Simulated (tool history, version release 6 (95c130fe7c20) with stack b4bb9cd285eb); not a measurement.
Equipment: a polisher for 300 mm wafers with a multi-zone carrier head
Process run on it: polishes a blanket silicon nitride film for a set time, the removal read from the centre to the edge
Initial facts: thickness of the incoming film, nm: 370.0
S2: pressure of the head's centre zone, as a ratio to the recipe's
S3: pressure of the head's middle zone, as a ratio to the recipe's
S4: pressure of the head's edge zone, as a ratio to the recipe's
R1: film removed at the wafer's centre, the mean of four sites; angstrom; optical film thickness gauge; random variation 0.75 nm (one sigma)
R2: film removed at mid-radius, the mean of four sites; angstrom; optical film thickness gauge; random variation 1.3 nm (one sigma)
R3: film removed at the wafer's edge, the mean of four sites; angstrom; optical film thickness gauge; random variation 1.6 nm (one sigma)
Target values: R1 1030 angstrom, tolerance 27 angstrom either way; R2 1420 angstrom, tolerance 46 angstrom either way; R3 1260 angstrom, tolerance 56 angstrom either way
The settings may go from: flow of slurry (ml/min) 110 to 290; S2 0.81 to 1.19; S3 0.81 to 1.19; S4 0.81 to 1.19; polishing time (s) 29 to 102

run 1 day=0 | flow_of_slurry_(ml/min)=185 S2=1 S3=1 S4=1 polishing_time_(s)=65 | R1=1067.8 R2=1119.1 R3=1101.3
run 2 day=0.283 | flow_of_slurry_(ml/min)=185 S2=1.03 S3=1 S4=1 polishing_time_(s)=65 | R1=1101.9 R2=1107.7 R3=1095
run 3 day=0.567 | flow_of_slurry_(ml/min)=185 S2=1.03 S3=1 S4=1 polishing_time_(s)=58 | R1=974.87 R2=982.96 R3=959.26
run 4 day=0.625 | flow_of_slurry_(ml/min)=185 S2=1.03 S3=1 S4=1 polishing_time_(s)=49 | R1=826.42 R2=849.22 R3=834.29
run 5 day=0.7 | flow_of_slurry_(ml/min)=185 S2=1.03 S3=1.04 S4=1 polishing_time_(s)=49 | R1=821.68 R2=861.37 R3=803.05
run 6 day=1.021 | flow_of_slurry_(ml/min)=185 S2=1.03 S3=1.08 S4=1 polishing_time_(s)=49 | R1=826.05 R2=892.93 R3=824.96
run 7 day=1.304 | flow_of_slurry_(ml/min)=190 S2=1.01 S3=1.09 S4=1.01 polishing_time_(s)=51 | R1=843.26 R2=938.9 R3=860.98
run 8 day=1.35 | flow_of_slurry_(ml/min)=195 S2=0.99 S3=1.1 S4=1.02 polishing_time_(s)=53 | R1=870.79 R2=997.83 R3=900.13
run 9 day=1.55 | flow_of_slurry_(ml/min)=195 S2=0.99 S3=1.1 S4=1.02 polishing_time_(s)=53 | R1=862.9 R2=966.35 R3=884.48
run 10 day=1.804 | flow_of_slurry_(ml/min)=190 S2=0.97 S3=1.11 S4=1.02 polishing_time_(s)=56 | R1=896.53 R2=1053.4 R3=965.35
run 11 day=1.979 | flow_of_slurry_(ml/min)=195 S2=0.96 S3=1.12 S4=1.02 polishing_time_(s)=57 | R1=897.84 R2=1078.6 R3=946.47
run 12 day=2.3 | flow_of_slurry_(ml/min)=195 S2=0.95 S3=1.13 S4=1.04 polishing_time_(s)=58 | R1=907.95 R2=1112.8 R3=1004.7
run 13 day=2.529 | flow_of_slurry_(ml/min)=200 S2=0.94 S3=1.14 S4=1.05 polishing_time_(s)=59 | R1=928.19 R2=1132.7 R3=1057.9
run 14 day=2.55 | flow_of_slurry_(ml/min)=205 S2=0.93 S3=1.15 S4=1.05 polishing_time_(s)=60 | R1=936.26 R2=1169.6 R3=1047.8
run 15 day=2.804 | flow_of_slurry_(ml/min)=210 S2=0.92 S3=1.15 S4=1.05 polishing_time_(s)=61 | R1=940.64 R2=1169.7 R3=1090.4
run 16 day=3.179 | flow_of_slurry_(ml/min)=205 S2=0.92 S3=1.15 S4=1.05 polishing_time_(s)=62 | R1=960.41 R2=1206.7 R3=1076.9
run 17 day=3.433 | flow_of_slurry_(ml/min)=205 S2=0.91 S3=1.15 S4=1.05 polishing_time_(s)=63 | R1=958.02 R2=1236.4 R3=1102.8

5 candidate next runs follow, results not yet known. Just one meets every target within its allowed miss. Identify it.
run A day=3.688 | flow_of_slurry_(ml/min)=180 S2=0.88 S3=1.18 S4=1.12 polishing_time_(s)=76 | R1=? R2=? R3=?
run B day=3.688 | flow_of_slurry_(ml/min)=175 S2=0.88 S3=1.19 S4=1.09 polishing_time_(s)=72 | R1=? R2=? R3=?
run C day=3.688 | flow_of_slurry_(ml/min)=185 S2=0.85 S3=1.19 S4=0.95 polishing_time_(s)=78 | R1=? R2=? R3=?
run D day=3.688 | flow_of_slurry_(ml/min)=205 S2=1.1 S3=1.15 S4=1.01 polishing_time_(s)=55 | R1=? R2=? R3=?
run E day=3.688 | flow_of_slurry_(ml/min)=185 S2=0.88 S3=1.19 S4=0.81 polishing_time_(s)=75 | R1=? R2=? R3=?

move=A R1=1098.9 R2=1476.2 R3=1351.9
move=B R1=1035.3 R2=1401.8 R3=1258.4
move=C R1=1096.2 R2=1534 R3=1284.1
move=D R1=1013.1 R2=1066.2 R3=944.36
move=E R1=1090.3 R2=1475.1 R3=1148.7
A: takes the result that was furthest off past its target
B: hits every target within its allowed miss
C: takes the result that was furthest off past its target
D: misses by more than the last run did
E: takes the result that was furthest off past its target
The right move is B.

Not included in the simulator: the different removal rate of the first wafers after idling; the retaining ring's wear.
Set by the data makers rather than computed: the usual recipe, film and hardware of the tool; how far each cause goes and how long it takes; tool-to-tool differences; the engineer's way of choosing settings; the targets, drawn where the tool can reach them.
